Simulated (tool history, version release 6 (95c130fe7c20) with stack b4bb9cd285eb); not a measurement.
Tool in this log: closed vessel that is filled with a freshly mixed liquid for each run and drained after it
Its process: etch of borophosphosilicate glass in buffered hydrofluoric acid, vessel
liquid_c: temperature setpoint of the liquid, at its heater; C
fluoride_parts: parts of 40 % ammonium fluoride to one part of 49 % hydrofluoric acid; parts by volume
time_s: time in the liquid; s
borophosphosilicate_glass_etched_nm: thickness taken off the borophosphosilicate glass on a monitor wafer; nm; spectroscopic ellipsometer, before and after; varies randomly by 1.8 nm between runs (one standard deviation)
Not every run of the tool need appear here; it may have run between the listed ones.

run,hour,liquid_c,fluoride_parts,time_s,borophosphosilicate_glass_etched_nm
1,0.0,21.0,9.5,95,206.02
2,1.8,21.0,9.5,105,228.91
3,10.5,22.5,9.0,105,257.70
4,16.3,24.0,8.5,105,298.02
5,20.7,24.0,8.5,105,294.57
6,25.1,24.0,10.5,105,245.50
7,28.2,25.0,9.5,105,285.48

Run 8 is up next; what results do you expect?
8,33.0,26.0,9.0,105,?

{"run 8": {"borophosphosilicate_glass_etched_nm": 309.51}}

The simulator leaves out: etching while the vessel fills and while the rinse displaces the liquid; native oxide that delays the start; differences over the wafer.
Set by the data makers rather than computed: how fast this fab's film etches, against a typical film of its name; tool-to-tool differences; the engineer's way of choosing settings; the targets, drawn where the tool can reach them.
